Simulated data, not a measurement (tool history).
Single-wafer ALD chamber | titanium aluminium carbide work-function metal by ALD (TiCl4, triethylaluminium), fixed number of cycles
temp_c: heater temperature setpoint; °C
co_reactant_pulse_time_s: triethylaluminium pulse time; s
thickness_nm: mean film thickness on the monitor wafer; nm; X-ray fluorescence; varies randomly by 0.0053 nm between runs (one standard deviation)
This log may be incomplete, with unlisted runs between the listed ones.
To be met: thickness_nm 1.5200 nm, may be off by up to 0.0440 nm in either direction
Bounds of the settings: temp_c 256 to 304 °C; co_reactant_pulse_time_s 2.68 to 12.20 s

{"run": 1, "hour": 0.0, "temp_c": 280, "co_reactant_pulse_time_s": 7.44, "thickness_nm": 1.7504}
{"run": 2, "hour": 3.4, "temp_c": 278, "co_reactant_pulse_time_s": 7.07, "thickness_nm": 1.7126}
{"run": 3, "hour": 4.8, "temp_c": 272, "co_reactant_pulse_time_s": 7.07, "thickness_nm": 1.6872}
{"run": 4, "hour": 8.4, "temp_c": 272, "co_reactant_pulse_time_s": 8.2, "thickness_nm": 1.7212}
{"run": 5, "hour": 11.8, "temp_c": 279, "co_reactant_pulse_time_s": 8.2, "thickness_nm": 1.7815}
{"run": 6, "hour": 12.8, "temp_c": 276, "co_reactant_pulse_time_s": 7.69, "thickness_nm": 1.7342}
{"run": 7, "hour": 20.7, "temp_c": 274, "co_reactant_pulse_time_s": 7.24, "thickness_nm": 1.7011}
{"run": 8, "hour": 24.0, "temp_c": 272, "co_reactant_pulse_time_s": 6.84, "thickness_nm": 1.665}
{"run": 9, "hour": 30.1, "temp_c": 272, "co_reactant_pulse_time_s": 6.84, "thickness_nm": 1.6672}
{"run": 10, "hour": 37.9, "temp_c": 270, "co_reactant_pulse_time_s": 6.54, "thickness_nm": 1.6434}
{"run": 11, "hour": 44.6, "temp_c": 270, "co_reactant_pulse_time_s": 6.54, "thickness_nm": 1.6416}
{"run": 12, "hour": 50.2, "temp_c": 269, "co_reactant_pulse_time_s": 6.29, "thickness_nm": 1.6152}
{"run": 13, "hour": 58.4, "temp_c": 268, "co_reactant_pulse_time_s": 6.13, "thickness_nm": 1.5962}
{"run": 14, "hour": 63.7, "temp_c": 267, "co_reactant_pulse_time_s": 6.02, "thickness_nm": 1.5834}
{"run": 15, "hour": 68.9, "temp_c": 267, "co_reactant_pulse_time_s": 6.02, "thickness_nm": 1.5844}
{"run": 16, "hour": 70.2, "temp_c": 266, "co_reactant_pulse_time_s": 5.92, "thickness_nm": 1.5718}

Exactly one of the 5 candidate moves below puts every result within its allowed miss. Which one?
{"run": "A", "hour": 71.5, "temp_c": 266, "co_reactant_pulse_time_s": 7.51, "thickness_nm": "?"}
{"run": "B", "hour": 71.5, "temp_c": 271, "co_reactant_pulse_time_s": 7.76, "thickness_nm": "?"}
{"run": "C", "hour": 71.5, "temp_c": 264, "co_reactant_pulse_time_s": 6.96, "thickness_nm": "?"}
{"run": "D", "hour": 71.5, "temp_c": 273, "co_reactant_pulse_time_s": 5.69, "thickness_nm": "?"}
{"run": "E", "hour": 71.5, "temp_c": 267, "co_reactant_pulse_time_s": 5.37, "thickness_nm": "?"}

move=A thickness_nm=1.6621
move=B thickness_nm=1.7085
move=C thickness_nm=1.6219
move=D thickness_nm=1.6014
move=E thickness_nm=1.5347
A: the biggest miss grows against the last run
B: the biggest miss grows against the last run
C: the biggest miss grows against the last run
D: the biggest miss grows against the last run
E: in spec on every target
Go with E: it meets all targets.
